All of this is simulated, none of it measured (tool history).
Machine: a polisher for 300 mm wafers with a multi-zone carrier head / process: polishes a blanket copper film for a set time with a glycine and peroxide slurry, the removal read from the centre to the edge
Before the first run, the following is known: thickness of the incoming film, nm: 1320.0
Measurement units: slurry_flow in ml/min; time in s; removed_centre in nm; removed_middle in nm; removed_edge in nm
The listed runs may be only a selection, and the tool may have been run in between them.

run,hour,slurry_flow,centre_zone,middle_zone,edge_zone,time,removed_centre,removed_middle,removed_edge
1,0.0,200,1.00,1.00,1.00,60,267.70,272.03,278.49
2,8.9,195,0.99,0.98,0.98,59,259.53,260.07,267.14
3,10.0,190,0.97,0.96,0.96,59,250.68,255.85,267.09
4,14.7,190,0.97,0.90,0.96,59,251.63,240.99,262.55
5,21.7,185,0.96,0.89,0.94,58,242.13,234.67,255.98
6,28.5,225,0.96,0.89,0.94,58,256.95,241.39,265.17
7,36.5,225,0.96,0.89,0.94,58,251.18,238.27,255.13
8,39.4,220,0.95,0.88,0.93,57,239.59,232.90,250.28
9,45.5,215,0.94,0.87,0.92,57,241.26,233.67,252.90
10,50.1,210,0.94,0.86,0.91,56,235.90,224.49,253.83
11,54.2,220,0.93,0.86,0.91,55,232.76,220.54,243.72
12,58.1,220,0.93,0.86,0.91,55,228.29,218.66,244.06
13,66.0,220,0.93,0.86,0.90,54,225.33,219.33,239.77

For run 14, what comes out?
14,74.5,215,0.93,0.86,0.89,54,?,?,?

Run 14 measured removed_centre 227.11 nm, removed_middle 214.30 nm, removed_edge 240.06 nm.

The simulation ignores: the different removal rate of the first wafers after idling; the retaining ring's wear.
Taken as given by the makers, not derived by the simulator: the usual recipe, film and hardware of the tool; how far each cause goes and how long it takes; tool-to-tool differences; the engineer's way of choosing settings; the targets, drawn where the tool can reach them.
